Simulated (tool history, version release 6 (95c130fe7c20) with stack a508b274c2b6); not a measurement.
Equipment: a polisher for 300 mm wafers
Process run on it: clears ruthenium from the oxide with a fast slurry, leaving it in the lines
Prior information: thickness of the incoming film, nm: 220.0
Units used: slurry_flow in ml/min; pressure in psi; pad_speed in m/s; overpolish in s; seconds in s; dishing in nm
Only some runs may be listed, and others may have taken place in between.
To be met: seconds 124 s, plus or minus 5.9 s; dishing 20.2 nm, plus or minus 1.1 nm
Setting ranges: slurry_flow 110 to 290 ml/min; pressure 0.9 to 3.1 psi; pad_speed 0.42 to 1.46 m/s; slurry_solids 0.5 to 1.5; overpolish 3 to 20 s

{"run": 1, "day": 0.0, "slurry_flow": 185, "pressure": 2, "pad_speed": 0.94, "slurry_solids": 1, "overpolish": 10, "seconds": 89.162, "dishing": 20.684}
{"run": 2, "day": 0.175, "slurry_flow": 185, "pressure": 1.9, "pad_speed": 0.94, "slurry_solids": 1, "overpolish": 11, "seconds": 89.285, "dishing": 21.7}
{"run": 3, "day": 0.325, "slurry_flow": 185, "pressure": 1.9, "pad_speed": 1.1, "slurry_solids": 1, "overpolish": 11, "seconds": 76.658, "dishing": 24.107}
{"run": 4, "day": 0.421, "slurry_flow": 185, "pressure": 1.9, "pad_speed": 1, "slurry_solids": 1, "overpolish": 11, "seconds": 84.803, "dishing": 22.622}
{"run": 5, "day": 0.658, "slurry_flow": 185, "pressure": 1.5, "pad_speed": 1, "slurry_solids": 1, "overpolish": 11, "seconds": 104.45, "dishing": 18.993}
{"run": 6, "day": 0.867, "slurry_flow": 185, "pressure": 2, "pad_speed": 1, "slurry_solids": 1, "overpolish": 11, "seconds": 84.999, "dishing": 23.593}
{"run": 7, "day": 1.092, "slurry_flow": 185, "pressure": 1.8, "pad_speed": 0.98, "slurry_solids": 1, "overpolish": 12, "seconds": 91.013, "dishing": 22.378}
{"run": 8, "day": 1.242, "slurry_flow": 185, "pressure": 1.6, "pad_speed": 0.98, "slurry_solids": 1, "overpolish": 13, "seconds": 102.36, "dishing": 22.107}
{"day": 1.467, "done": "head pressure recalibrated"}
{"run": 9, "day": 1.467, "slurry_flow": 185, "pressure": 1.6, "pad_speed": 0.98, "slurry_solids": 1, "overpolish": 13, "seconds": 91.657, "dishing": 24.587}

Exactly one of the 4 candidate moves below puts every result within its allowed miss. Which one?
{"run": "A", "day": 1.692, "slurry_flow": 160, "pressure": 1.1, "pad_speed": 0.88, "slurry_solids": 0.85, "overpolish": 15, "seconds": "?", "dishing": "?"}
{"run": "B", "day": 1.692, "slurry_flow": 175, "pressure": 1.5, "pad_speed": 0.66, "slurry_solids": 0.95, "overpolish": 16, "seconds": "?", "dishing": "?"}
{"run": "C", "day": 1.692, "slurry_flow": 175, "pressure": 2.2, "pad_speed": 1.2, "slurry_solids": 0.95, "overpolish": 7, "seconds": "?", "dishing": "?"}
{"run": "D", "day": 1.692, "slurry_flow": 190, "pressure": 1.4, "pad_speed": 1.06, "slurry_solids": 0.65, "overpolish": 14, "seconds": "?", "dishing": "?"}

move=A seconds=157.65 dishing=17.542
move=B seconds=149.75 dishing=19.535
move=C seconds=60.272 dishing=21.094
move=D seconds=126.6 dishing=20.165
A: pushes the last run's worst result past its target
B: pushes the last run's worst result past its target
C: lands further from the targets than the last run did
D: each result inside its tolerance
Correct choice: D, which meets every target

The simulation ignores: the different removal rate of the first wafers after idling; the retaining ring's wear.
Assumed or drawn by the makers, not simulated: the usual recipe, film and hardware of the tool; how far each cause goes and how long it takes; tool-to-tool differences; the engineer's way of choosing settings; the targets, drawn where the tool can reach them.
